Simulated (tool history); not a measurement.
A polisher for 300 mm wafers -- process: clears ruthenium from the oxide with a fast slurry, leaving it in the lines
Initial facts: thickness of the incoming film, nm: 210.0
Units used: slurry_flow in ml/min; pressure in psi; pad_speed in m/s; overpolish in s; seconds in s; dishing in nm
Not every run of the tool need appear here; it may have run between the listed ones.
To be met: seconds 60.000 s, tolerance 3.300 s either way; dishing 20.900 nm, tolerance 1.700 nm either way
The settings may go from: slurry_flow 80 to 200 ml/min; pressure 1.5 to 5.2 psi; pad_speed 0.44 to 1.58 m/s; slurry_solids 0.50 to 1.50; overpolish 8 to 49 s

run,day,slurry_flow,pressure,pad_speed,slurry_solids,overpolish,seconds,dishing
1,0.000,130,3.3,1.00,1.00,25,44.080,67.054
2,0.283,130,3.3,1.00,1.00,18,43.892,53.982
3,0.483,130,2.9,0.98,1.00,15,50.391,40.731
4,0.808,110,2.9,0.98,1.00,15,52.441,39.488
5,0.829,100,2.5,1.04,1.05,13,57.472,33.476
6,0.933,80,2.5,1.04,1.05,13,62.421,30.579
7,1.150,80,2.2,1.10,1.15,11,63.256,26.464
8,1.496,80,2.1,1.14,1.25,10,61.649,24.112
9,1.762,80,2.1,1.14,1.30,9,60.888,22.715
10,1.875,80,2.1,1.14,1.35,9,61.451,23.579
11,2.108,90,2.4,1.14,1.10,8,55.581,23.080

Consider the 5 candidate settings below. Which is the only one whose results all fall within their allowed miss of target?
A,2.342,85,2.6,1.06,1.00,10,?,?
B,2.342,90,2.4,1.22,1.10,8,?,?
C,2.342,85,2.6,0.86,1.05,9,?,?
D,2.342,90,2.6,1.36,0.80,8,?,?
E,2.342,85,2.8,1.00,0.95,8,?,?

move,seconds,dishing
A,56.714,25.835
B,49.980,23.709
C,67.771,20.033
D,49.347,23.980
E,57.386,20.936
A: gets the furthest-off result to its target, but another result is out of tolerance
B: lands further from the targets than the last run did
C: pushes the last run's worst result past its target
D: lands further from the targets than the last run did
E: hits every target within its allowed miss
Go with E: it meets all targets.
